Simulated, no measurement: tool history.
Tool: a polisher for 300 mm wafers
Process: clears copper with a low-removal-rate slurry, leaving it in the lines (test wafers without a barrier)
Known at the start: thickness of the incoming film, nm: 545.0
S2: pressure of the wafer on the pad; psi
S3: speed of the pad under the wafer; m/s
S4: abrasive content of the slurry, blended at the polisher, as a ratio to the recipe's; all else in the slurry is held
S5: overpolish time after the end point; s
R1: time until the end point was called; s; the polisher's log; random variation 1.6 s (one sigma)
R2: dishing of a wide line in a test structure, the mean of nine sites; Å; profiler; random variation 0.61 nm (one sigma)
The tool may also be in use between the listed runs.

run 1 day=0.000 | flow_of_slurry_(ml/min)=260 S2=4.1 S3=0.92 S4=1.00 S5=21 | R1=163.43 R2=403.43
run 2 day=0.350 | flow_of_slurry_(ml/min)=260 S2=4.1 S3=0.92 S4=1.00 S5=16 | R1=162.65 R2=339.38
run 3 day=0.625 | flow_of_slurry_(ml/min)=260 S2=4.3 S3=0.92 S4=1.00 S5=15 | R1=157.17 R2=336.18
run 4 day=0.967 | flow_of_slurry_(ml/min)=260 S2=4.3 S3=0.74 S4=1.00 S5=15 | R1=186.49 R2=299.49
run 5 day=1.308 | flow_of_slurry_(ml/min)=260 S2=4.7 S3=0.74 S4=1.00 S5=15 | R1=172.05 R2=310.04
run 6 day=1.371 | flow_of_slurry_(ml/min)=260 S2=4.7 S3=0.56 S4=1.00 S5=15 | R1=195.86 R2=277.86
run 7 day=1.458 | flow_of_slurry_(ml/min)=260 S2=5.0 S3=0.58 S4=1.00 S5=15 | R1=188.18 R2=296.71
run 8 day=1.658 | flow_of_slurry_(ml/min)=270 S2=6.1 S3=0.82 S4=1.05 S5=8 | R1=131.55 R2=236.98
run 9 day=1.721 | flow_of_slurry_(ml/min)=270 S2=5.9 S3=0.90 S4=1.05 S5=18 | R1=124.44 R2=441.38

The next listed run, before its measurement:
run 10 day=1.746 | flow_of_slurry_(ml/min)=270 S2=5.9 S3=0.90 S4=1.05 S5=17 | R1=? R2=?

Run 10 gave R1 124.54 s, R2 446.95 Å.

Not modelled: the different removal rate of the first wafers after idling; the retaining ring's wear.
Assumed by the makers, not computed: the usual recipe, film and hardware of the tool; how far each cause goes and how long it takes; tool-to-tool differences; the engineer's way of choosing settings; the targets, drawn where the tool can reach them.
